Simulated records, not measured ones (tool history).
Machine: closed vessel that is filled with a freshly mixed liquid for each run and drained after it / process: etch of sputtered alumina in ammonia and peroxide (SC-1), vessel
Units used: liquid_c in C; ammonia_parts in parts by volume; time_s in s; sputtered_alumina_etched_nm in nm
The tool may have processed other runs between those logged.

Run 1, hour 0.0: liquid_c 56.0 C, ammonia_parts 0.9 parts by volume, time_s 245 s. Result: sputtered_alumina_etched_nm 20.551 nm.
Run 2, hour 7.7: liquid_c 60.5 C, ammonia_parts 0.9 parts by volume, time_s 245 s. Result: sputtered_alumina_etched_nm 26.210 nm.
Run 3, hour 13.9: liquid_c 60.5 C, ammonia_parts 0.9 parts by volume, time_s 190 s. Result: sputtered_alumina_etched_nm 20.165 nm.
Run 4, hour 18.0: liquid_c 60.5 C, ammonia_parts 0.9 parts by volume, time_s 245 s. Result: sputtered_alumina_etched_nm 25.978 nm.
Run 5, hour 23.9: liquid_c 60.5 C, ammonia_parts 0.6 parts by volume, time_s 245 s. Result: sputtered_alumina_etched_nm 25.008 nm.
At hour 26.9: ammonia flow meter replaced.
Run 6, hour 26.9: liquid_c 61.0 C, ammonia_parts 0.6 parts by volume, time_s 245 s. Result: sputtered_alumina_etched_nm 25.958 nm.
Run 7, hour 31.3: liquid_c 61.5 C, ammonia_parts 0.6 parts by volume, time_s 245 s. Result: sputtered_alumina_etched_nm 26.591 nm.
Run 8, hour 40.0: liquid_c 62.0 C, ammonia_parts 0.6 parts by volume, time_s 245 s. Result: sputtered_alumina_etched_nm 27.270 nm.
Run 9, hour 47.5: liquid_c 62.5 C, ammonia_parts 0.6 parts by volume, time_s 245 s. Result: sputtered_alumina_etched_nm 27.966 nm.

Run 10 is up next; what results do you expect?
Run 10, hour 53.9: liquid_c 63.0 C, ammonia_parts 0.6 parts by volume, time_s 245 s. Result: sputtered_alumina_etched_nm ?.

{"run 10": {"sputtered_alumina_etched_nm": 28.658}}
